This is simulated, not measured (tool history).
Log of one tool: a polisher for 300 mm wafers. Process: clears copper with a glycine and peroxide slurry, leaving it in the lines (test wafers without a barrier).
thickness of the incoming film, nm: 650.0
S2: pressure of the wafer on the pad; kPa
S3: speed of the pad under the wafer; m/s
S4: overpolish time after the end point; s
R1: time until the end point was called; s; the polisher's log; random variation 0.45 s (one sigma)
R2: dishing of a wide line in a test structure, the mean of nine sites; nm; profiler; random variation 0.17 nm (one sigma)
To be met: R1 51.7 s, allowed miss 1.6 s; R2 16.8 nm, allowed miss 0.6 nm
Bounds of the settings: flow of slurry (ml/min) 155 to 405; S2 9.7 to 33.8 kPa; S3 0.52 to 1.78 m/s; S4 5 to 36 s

run 1 hour=0 | flow_of_slurry_(ml/min)=260 S2=21.4 S3=1.14 S4=18 | R1=83.204 R2=17.055
run 2 hour=3.7 | flow_of_slurry_(ml/min)=260 S2=24.1 S3=1.14 S4=18 | R1=75.378 R2=17.046
run 3 hour=4.7 | flow_of_slurry_(ml/min)=260 S2=25.5 S3=1.14 S4=18 | R1=71.376 R2=17.298
run 4 hour=8 | flow_of_slurry_(ml/min)=200 S2=25.5 S3=1.14 S4=18 | R1=73.466 R2=17.404
run 5 hour=16.8 | flow_of_slurry_(ml/min)=200 S2=25.5 S3=0.96 S4=18 | R1=85.147 R2=17.476
run 6 hour=23.2 | flow_of_slurry_(ml/min)=260 S2=25.5 S3=0.96 S4=18 | R1=83.441 R2=17.599
run 7 hour=29.7 | flow_of_slurry_(ml/min)=260 S2=25.5 S3=0.96 S4=18 | R1=83.137 R2=17.322
run 8 hour=32.1 | flow_of_slurry_(ml/min)=270 S2=26.9 S3=0.98 S4=16 | R1=77.431 R2=17.417
run 9 hour=39.1 | flow_of_slurry_(ml/min)=280 S2=27.6 S3=1.02 S4=14 | R1=73.177 R2=17.058
run 10 hour=41.6 | flow_of_slurry_(ml/min)=280 S2=28.3 S3=1.04 S4=14 | R1=70.261 R2=16.885
run 11 hour=45.9 | flow_of_slurry_(ml/min)=315 S2=33.8 S3=1.16 S4=23 | R1=53.658 R2=16.657

Which of these 4 next moves meets every target?
run A hour=50.2 | flow_of_slurry_(ml/min)=320 S2=33.8 S3=1.04 S4=27 | R1=? R2=?
run B hour=50.2 | flow_of_slurry_(ml/min)=310 S2=33.8 S3=1.32 S4=20 | R1=? R2=?
run C hour=50.2 | flow_of_slurry_(ml/min)=355 S2=31.7 S3=1.28 S4=23 | R1=? R2=?
run D hour=50.2 | flow_of_slurry_(ml/min)=360 S2=31.7 S3=1.38 S4=20 | R1=? R2=?

move=A R1=58.856 R2=16.958
move=B R1=47.556 R2=16.688
move=C R1=51.214 R2=16.75
move=D R1=47.767 R2=16.671
A: further off than the last run
B: takes the result that was furthest off past its target
C: meets every target
D: takes the result that was furthest off past its target
Move C is the one to make.

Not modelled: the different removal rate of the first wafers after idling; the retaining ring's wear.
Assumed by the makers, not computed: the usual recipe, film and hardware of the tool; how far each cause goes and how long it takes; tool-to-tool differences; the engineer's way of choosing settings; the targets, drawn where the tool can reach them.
